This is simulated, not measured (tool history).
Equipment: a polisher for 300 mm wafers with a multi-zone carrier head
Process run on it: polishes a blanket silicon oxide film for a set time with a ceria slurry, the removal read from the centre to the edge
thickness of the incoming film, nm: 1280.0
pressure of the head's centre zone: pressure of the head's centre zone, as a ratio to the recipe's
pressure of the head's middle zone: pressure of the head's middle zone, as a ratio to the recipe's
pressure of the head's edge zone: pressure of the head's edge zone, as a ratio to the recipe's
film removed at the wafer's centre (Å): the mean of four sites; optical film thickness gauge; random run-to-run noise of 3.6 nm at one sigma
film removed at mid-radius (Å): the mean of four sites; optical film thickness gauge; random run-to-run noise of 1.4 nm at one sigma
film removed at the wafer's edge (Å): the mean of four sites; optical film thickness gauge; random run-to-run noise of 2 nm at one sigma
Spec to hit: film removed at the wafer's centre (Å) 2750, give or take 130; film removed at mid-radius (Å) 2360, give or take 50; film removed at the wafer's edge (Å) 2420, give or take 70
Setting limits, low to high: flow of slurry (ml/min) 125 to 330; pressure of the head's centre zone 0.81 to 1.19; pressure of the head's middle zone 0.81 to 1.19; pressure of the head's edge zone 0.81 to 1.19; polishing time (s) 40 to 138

run,hour,flow of slurry (ml/min),pressure of the head's centre zone,pressure of the head's middle zone,pressure of the head's edge zone,polishing time (s),film removed at the wafer's centre (Å),film removed at mid-radius (Å),film removed at the wafer's edge (Å)
1,0,210,1,1,1,88,3045.8,3007.3,3021.8
2,1,210,1,1,0.96,88,3004.5,2988.8,2975.6
3,8.5,205,1.02,0.98,0.93,85,2938.7,2842.8,2821.1
4,11,200,1.04,0.96,0.9,83,2938.3,2702,2656.6
5,14.6,200,1.04,0.96,0.87,83,2932.3,2729.3,2656.8
6,23.5,200,1.01,0.96,0.87,83,2952.6,2759.7,2679
7,24.6,190,1.02,0.95,0.87,82,2911.7,2638.4,2670.7
8,25.4,185,1.03,0.95,0.86,80,2784.9,2576.7,2534.4
9,29.9,175,1.04,0.94,0.86,80,2805.4,2534,2523.6
10,35.3,165,1.05,0.93,0.86,80,2765.5,2495.4,2519.2
11,38.6,160,1.06,0.92,0.85,80,2800,2469.9,2503.9
12,42.2,155,1.06,0.91,0.84,80,2737.6,2423.2,2449.4
13,50.7,150,1.07,0.9,0.84,80,2840.7,2410.4,2477.2
14,54.5,150,1.07,0.9,0.84,80,2826.9,2442.1,2477.2

Exercise: of the 4 proposed moves below, exactly one satisfies all targets within the stated allowed misses. Which move is it?
A,58.3,185,1.12,1,0.81,76,?,?,?
B,58.3,230,1,0.97,0.86,77,?,?,?
C,58.3,175,1.04,0.88,0.86,82,?,?,?
D,58.3,190,1.08,0.91,0.88,75,?,?,?

move,film removed at the wafer's centre (Å),film removed at mid-radius (Å),film removed at the wafer's edge (Å)
A,2794.4,2548.3,2324.6
B,2657.7,2574.4,2459.7
C,2824.2,2456.7,2568.1
D,2687.1,2330.5,2388.1
A: misses by more than the last run did
B: misses by more than the last run did
C: misses by more than the last run did
D: all results in spec
D is the move that brings every result within its allowed miss.
